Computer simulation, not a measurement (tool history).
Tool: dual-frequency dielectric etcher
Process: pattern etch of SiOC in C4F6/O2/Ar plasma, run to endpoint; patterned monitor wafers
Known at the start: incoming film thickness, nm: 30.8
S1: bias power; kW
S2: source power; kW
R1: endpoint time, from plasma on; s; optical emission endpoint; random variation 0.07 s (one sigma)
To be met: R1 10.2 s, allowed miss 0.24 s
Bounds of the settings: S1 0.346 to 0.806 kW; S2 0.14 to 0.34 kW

run 1 hour=0 | S1=0.576 S2=0.24 | R1=12.368
run 2 hour=8.2 | S1=0.49 S2=0.24 | R1=13.07
run 3 hour=10.1 | S1=0.52 S2=0.25 | R1=12.516
run 4 hour=12.6 | S1=0.545 S2=0.25 | R1=12.434
run 5 hour=16.3 | S1=0.499 S2=0.25 | R1=12.846
run 6 hour=18.9 | S1=0.399 S2=0.25 | R1=13.995
run 7 hour=21.9 | S1=0.436 S2=0.25 | R1=13.74
run 8 hour=25.6 | S1=0.468 S2=0.25 | R1=13.073
run 9 hour=27.6 | S1=0.498 S2=0.25 | R1=13.014
run 10 hour=30.5 | S1=0.529 S2=0.25 | R1=12.468
run 11 hour=36.7 | S1=0.644 S2=0.27 | R1=11.345
run 12 hour=38.4 | S1=0.658 S2=0.27 | R1=11.084
run 13 hour=40.5 | S1=0.668 S2=0.27 | R1=11.147
run 14 hour=44.5 | S1=0.68 S2=0.27 | R1=11.077
run 15 hour=53.4 | S1=0.691 S2=0.27 | R1=10.944
run 16 hour=56.3 | S1=0.7 S2=0.27 | R1=10.886

4 next moves are on the table. One of them brings every result within its allowed miss. Which?
run A hour=59.2 | S1=0.791 S2=0.33 | R1=?
run B hour=59.2 | S1=0.78 S2=0.28 | R1=?
run C hour=59.2 | S1=0.806 S2=0.34 | R1=?
run D hour=59.2 | S1=0.714 S2=0.26 | R1=?

move=A R1=9.8221
move=B R1=10.362
move=C R1=9.6583
move=D R1=10.99
A: takes the result that was furthest off past its target
B: meets every target
C: takes the result that was furthest off past its target
D: further off than the last run
Answer: B

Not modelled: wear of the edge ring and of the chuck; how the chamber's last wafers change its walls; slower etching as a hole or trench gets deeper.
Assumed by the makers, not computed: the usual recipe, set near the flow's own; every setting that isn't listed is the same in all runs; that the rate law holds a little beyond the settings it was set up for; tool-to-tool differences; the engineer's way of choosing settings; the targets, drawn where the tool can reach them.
